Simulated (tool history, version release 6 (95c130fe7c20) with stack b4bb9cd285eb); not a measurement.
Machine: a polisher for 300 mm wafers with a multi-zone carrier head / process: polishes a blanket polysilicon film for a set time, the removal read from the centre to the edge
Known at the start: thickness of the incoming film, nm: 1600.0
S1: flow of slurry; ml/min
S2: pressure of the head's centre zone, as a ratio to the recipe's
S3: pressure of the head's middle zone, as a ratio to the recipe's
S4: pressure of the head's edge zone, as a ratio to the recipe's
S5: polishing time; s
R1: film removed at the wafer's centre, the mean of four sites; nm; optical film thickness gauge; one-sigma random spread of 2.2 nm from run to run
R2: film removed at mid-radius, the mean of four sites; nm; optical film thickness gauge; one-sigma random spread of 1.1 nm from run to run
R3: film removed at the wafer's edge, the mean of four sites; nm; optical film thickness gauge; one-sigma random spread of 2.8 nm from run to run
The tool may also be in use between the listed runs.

run    day   S1    S2    S3    S4  S5      R1      R2      R3
  1  0.000  160  1.00  1.00  1.00  53  452.11  436.33  454.29
  2  0.283  160  1.00  1.00  1.00  65  559.73  528.27  563.91
  3  0.417  155  0.99  0.98  0.98  61  516.18  488.06  505.21
  4  0.679  155  0.99  0.98  0.98  70  595.69  558.84  595.42
  5  0.942  155  0.99  0.98  0.98  64  539.33  512.97  542.81
  6  1.038  125  0.99  0.98  0.98  64  508.21  481.66  522.37
  7  1.129  120  0.99  0.96  0.97  60  477.85  438.31  482.39
  8  1.158   95  0.89  0.86  0.87  45  292.61  283.54  327.75
  9  1.354   95  0.99  0.81  0.91  30  215.85  178.00  226.94
 10  1.583   95  1.00  0.81  0.91  30  218.32  177.15  224.73

What will run 11 give?
 11  1.792  105  1.03  0.81  0.91  30   ?   ?   ?

R1: 234.58 nm
R2: 185.06 nm
R3: 229.58 nm
